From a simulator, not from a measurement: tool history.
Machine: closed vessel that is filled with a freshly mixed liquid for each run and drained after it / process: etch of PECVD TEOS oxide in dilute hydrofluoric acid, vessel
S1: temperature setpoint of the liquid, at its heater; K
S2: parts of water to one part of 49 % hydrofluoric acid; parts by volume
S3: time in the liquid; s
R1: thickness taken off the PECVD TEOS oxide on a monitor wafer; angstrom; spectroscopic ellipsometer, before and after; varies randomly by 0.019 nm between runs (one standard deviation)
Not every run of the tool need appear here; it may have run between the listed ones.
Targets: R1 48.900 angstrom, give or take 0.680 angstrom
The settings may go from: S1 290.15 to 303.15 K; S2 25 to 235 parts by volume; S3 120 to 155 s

run	hour	S1	S2	S3	R1
1	0.0	295.15	130	155	100.730
2	8.2	292.65	130	155	90.942
3	17.2	292.15	140	155	82.532
4	19.0	292.15	115	155	102.960
# hour 20.3: hydrofluoric acid flow meter replaced
5	20.3	291.65	125	155	84.974
6	25.2	291.65	95	155	114.800
7	32.4	291.65	105	155	102.650
8	36.0	291.65	115	155	92.792
9	37.0	291.65	125	155	85.101
10	43.4	291.65	130	155	81.050
11	52.5	291.65	135	155	77.837
12	58.4	291.65	140	155	74.377

Which single option among these 5 for the next run brings every result within its allowed miss of target? Just one does.
A	64.3	293.65	175	125	?
B	64.3	290.15	175	140	?
C	64.3	290.15	155	125	?
D	64.3	291.15	90	150	?
E	64.3	290.15	170	140	?

move	R1
A	50.411
B	49.135
C	50.483
D	116.200
E	50.819
A: moves toward the targets from the last run without getting all of them in spec
B: in spec on every target
C: moves toward the targets from the last run without getting all of them in spec
D: lands further from the targets than the last run did
E: moves toward the targets from the last run without getting all of them in spec
B is the move that brings every result within its allowed miss.

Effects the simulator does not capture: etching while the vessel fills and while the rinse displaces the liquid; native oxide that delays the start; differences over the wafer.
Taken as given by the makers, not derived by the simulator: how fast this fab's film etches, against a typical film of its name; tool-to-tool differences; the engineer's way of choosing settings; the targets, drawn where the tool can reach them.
